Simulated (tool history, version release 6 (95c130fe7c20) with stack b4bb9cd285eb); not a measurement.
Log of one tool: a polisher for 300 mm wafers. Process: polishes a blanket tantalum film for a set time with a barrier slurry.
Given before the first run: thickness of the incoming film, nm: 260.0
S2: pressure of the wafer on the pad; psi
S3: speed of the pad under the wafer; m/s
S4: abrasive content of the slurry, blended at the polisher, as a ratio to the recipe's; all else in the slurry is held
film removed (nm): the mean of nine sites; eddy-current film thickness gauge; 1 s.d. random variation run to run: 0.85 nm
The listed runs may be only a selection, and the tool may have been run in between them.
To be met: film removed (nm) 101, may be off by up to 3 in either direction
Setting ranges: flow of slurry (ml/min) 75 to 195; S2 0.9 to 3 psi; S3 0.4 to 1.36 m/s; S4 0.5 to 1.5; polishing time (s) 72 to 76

Run 1, hour 0: flow of slurry (ml/min) 125, S2 1.9 psi, S3 0.88 m/s, S4 1, polishing time (s) 72. Result: film removed (nm) 113.93.
Run 2, hour 4.6: flow of slurry (ml/min) 125, S2 1.9 psi, S3 0.88 m/s, S4 1, polishing time (s) 72. Result: film removed (nm) 112.53.
Run 3, hour 11.4: flow of slurry (ml/min) 125, S2 1.9 psi, S3 0.88 m/s, S4 1, polishing time (s) 72. Result: film removed (nm) 113.44.
Run 4, hour 17.2: flow of slurry (ml/min) 125, S2 1.9 psi, S3 0.88 m/s, S4 1, polishing time (s) 76. Result: film removed (nm) 118.99.
Run 5, hour 21.8: flow of slurry (ml/min) 135, S2 1.9 psi, S3 0.88 m/s, S4 1, polishing time (s) 76. Result: film removed (nm) 121.24.
Run 6, hour 28.7: flow of slurry (ml/min) 135, S2 1.9 psi, S3 0.88 m/s, S4 1, polishing time (s) 72. Result: film removed (nm) 115.19.
Run 7, hour 36.3: flow of slurry (ml/min) 130, S2 1.9 psi, S3 0.88 m/s, S4 1, polishing time (s) 72. Result: film removed (nm) 114.05.
Run 8, hour 43.6: flow of slurry (ml/min) 125, S2 1.9 psi, S3 0.88 m/s, S4 1, polishing time (s) 72. Result: film removed (nm) 112.77.

Exactly one of the 5 candidate moves below puts every result within its allowed miss. Which one?
Run A, hour 50.9: flow of slurry (ml/min) 115, S2 1.6 psi, S3 0.94 m/s, S4 1.1, polishing time (s) 76. Result: film removed (nm) ?.
Run B, hour 50.9: flow of slurry (ml/min) 115, S2 1.7 psi, S3 0.94 m/s, S4 0.85, polishing time (s) 72. Result: film removed (nm) ?.
Run C, hour 50.9: flow of slurry (ml/min) 135, S2 1.7 psi, S3 0.96 m/s, S4 1, polishing time (s) 72. Result: film removed (nm) ?.
Run D, hour 50.9: flow of slurry (ml/min) 145, S2 1.9 psi, S3 0.82 m/s, S4 1, polishing time (s) 73. Result: film removed (nm) ?.
Run E, hour 50.9: flow of slurry (ml/min) 110, S2 2.2 psi, S3 0.8 m/s, S4 0.8, polishing time (s) 72. Result: film removed (nm) ?.

move  film removed (nm)
   A             109.49
   B             102.64
   C             112.25
   D             109.91
   E             109.98
A: closes in on the targets versus the last run, not all within tolerance yet
B: hits every target within its allowed miss
C: as far off as the last run
D: closes in on the targets versus the last run, not all within tolerance yet
E: closes in on the targets versus the last run, not all within tolerance yet
Move B is the one to make.
